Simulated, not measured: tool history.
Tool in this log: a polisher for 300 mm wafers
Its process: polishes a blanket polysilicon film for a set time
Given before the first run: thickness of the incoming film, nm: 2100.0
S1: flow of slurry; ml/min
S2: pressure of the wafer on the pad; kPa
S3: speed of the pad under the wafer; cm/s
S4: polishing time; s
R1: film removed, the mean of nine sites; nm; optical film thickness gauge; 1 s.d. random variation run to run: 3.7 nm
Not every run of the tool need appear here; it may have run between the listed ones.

run  hour   S1    S2   S3  S4      R1
  1     0  320  21.4  104  52  427.25
  2   2.1  320  23.4  104  52   468.1
  3  10.8  320  24.1  104  52  476.61
  4    13  320  24.1  104  47  440.13
  5  14.5  320  25.5  104  47  452.54
  6  20.8  320  25.5   94  47  415.29

For run 7, what comes out?
  7  29.6  320  26.9  94  47   ?

{"run 7": {"R1": 440.5}}
